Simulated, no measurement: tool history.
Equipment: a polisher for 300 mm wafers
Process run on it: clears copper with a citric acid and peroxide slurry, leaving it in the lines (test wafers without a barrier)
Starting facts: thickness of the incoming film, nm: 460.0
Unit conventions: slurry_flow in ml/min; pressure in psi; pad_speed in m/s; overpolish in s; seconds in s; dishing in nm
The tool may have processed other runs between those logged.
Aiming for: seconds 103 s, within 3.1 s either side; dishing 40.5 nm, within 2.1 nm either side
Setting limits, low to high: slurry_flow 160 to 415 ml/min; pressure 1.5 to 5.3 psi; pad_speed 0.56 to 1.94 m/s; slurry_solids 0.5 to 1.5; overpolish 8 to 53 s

run 1 hour=0 | slurry_flow=265 pressure=3.4 pad_speed=1.24 slurry_solids=1 overpolish=27 | seconds=127.49 dishing=49.503
run 2 hour=6.8 | slurry_flow=270 pressure=3.6 pad_speed=1.24 slurry_solids=1 overpolish=22 | seconds=120.39 dishing=44.906
run 3 hour=7.6 | slurry_flow=270 pressure=3 pad_speed=1.24 slurry_solids=1 overpolish=22 | seconds=136.57 dishing=41.254
run 4 hour=8.9 | slurry_flow=275 pressure=3.3 pad_speed=1.24 slurry_solids=1 overpolish=19 | seconds=130.29 dishing=38.737
run 5 hour=16.3 | slurry_flow=275 pressure=3.3 pad_speed=1.24 slurry_solids=0.8 overpolish=19 | seconds=134.31 dishing=38.366
run 6 hour=20.2 | slurry_flow=275 pressure=2.8 pad_speed=1.24 slurry_solids=0.8 overpolish=19 | seconds=151.59 dishing=34.616
-- hour=26.1 slurry nozzle cleaned
run 7 hour=26.1 | slurry_flow=275 pressure=3.3 pad_speed=1.24 slurry_solids=0.8 overpolish=17 | seconds=133.91 dishing=35.972
run 8 hour=31.9 | slurry_flow=275 pressure=3.6 pad_speed=1.24 slurry_solids=0.8 overpolish=16 | seconds=126.97 dishing=35.142

Which single option among these 4 for the next run brings every result within its allowed miss of target? Just one does.
run A hour=37.7 | slurry_flow=315 pressure=3.6 pad_speed=1.38 slurry_solids=0.9 overpolish=19 | seconds=? dishing=?
run B hour=37.7 | slurry_flow=265 pressure=4.1 pad_speed=1.26 slurry_solids=0.85 overpolish=17 | seconds=? dishing=?
run C hour=37.7 | slurry_flow=235 pressure=4.1 pad_speed=1.4 slurry_solids=0.8 overpolish=19 | seconds=? dishing=?
run D hour=37.7 | slurry_flow=295 pressure=3.9 pad_speed=1.42 slurry_solids=0.8 overpolish=16 | seconds=? dishing=?

move=A seconds=110.03 dishing=45.261
move=B seconds=112.4 dishing=41.329
move=C seconds=103.95 dishing=47.24
move=D seconds=104.12 dishing=41.743
A: an improvement on the last run, though not all results are within tolerance
B: an improvement on the last run, though not all results are within tolerance
C: corrects the largest miss of the last run, while another result sits out of spec
D: every result within its allowed miss
The move that meets every target is D.
